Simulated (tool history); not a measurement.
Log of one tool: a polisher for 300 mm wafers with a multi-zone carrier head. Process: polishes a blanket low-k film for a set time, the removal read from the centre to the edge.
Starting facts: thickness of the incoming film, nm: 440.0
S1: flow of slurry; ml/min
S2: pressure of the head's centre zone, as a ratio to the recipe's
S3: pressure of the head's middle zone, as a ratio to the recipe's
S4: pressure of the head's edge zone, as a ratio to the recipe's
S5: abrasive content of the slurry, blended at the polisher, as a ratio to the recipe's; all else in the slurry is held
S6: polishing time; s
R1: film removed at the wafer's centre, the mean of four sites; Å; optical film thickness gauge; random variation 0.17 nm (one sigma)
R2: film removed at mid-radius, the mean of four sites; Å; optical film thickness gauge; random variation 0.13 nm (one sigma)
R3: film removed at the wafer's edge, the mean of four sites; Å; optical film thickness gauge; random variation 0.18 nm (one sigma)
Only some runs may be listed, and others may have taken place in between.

run 1 hour=0 | S1=285 S2=1 S3=1 S4=1 S5=1 S6=36 | R1=127.29 R2=128.22 R3=124.86
run 2 hour=2.1 | S1=290 S2=1.02 S3=1 S4=1.02 S5=1.05 S6=36 | R1=131.75 R2=133.05 R3=132.1
run 3 hour=4 | S1=290 S2=1.02 S3=1 S4=1.02 S5=1.05 S6=39 | R1=145.53 R2=143.62 R3=138.86
run 4 hour=7.3 | S1=290 S2=1.02 S3=1 S4=0.97 S5=1.05 S6=39 | R1=144.9 R2=143.5 R3=135.98
run 5 hour=7.9 | S1=295 S2=1.04 S3=0.99 S4=1 S5=1.05 S6=39 | R1=145.27 R2=142.83 R3=141.16
run 6 hour=13.1 | S1=295 S2=1.09 S3=0.99 S4=1 S5=1.05 S6=39 | R1=152.25 R2=141.17 R3=140.19
run 7 hour=19.8 | S1=300 S2=1.11 S3=0.99 S4=1.02 S5=1.05 S6=39 | R1=155.65 R2=143 R3=143.7
run 8 hour=28.6 | S1=310 S2=1.12 S3=0.99 S4=1.04 S5=1.05 S6=39 | R1=155.78 R2=142.2 R3=145.77
run 9 hour=30.5 | S1=330 S2=1.19 S3=1.01 S4=1.13 S5=1.2 S6=39 | R1=175.88 R2=157.23 R3=160.14

Forecast run 10:
run 10 hour=38.9 | S1=325 S2=1.19 S3=1 S4=1.13 S5=1.2 S6=39 | R1=? R2=? R3=?

R1: 175.01 Å
R2: 155.42 Å
R3: 161.08 Å
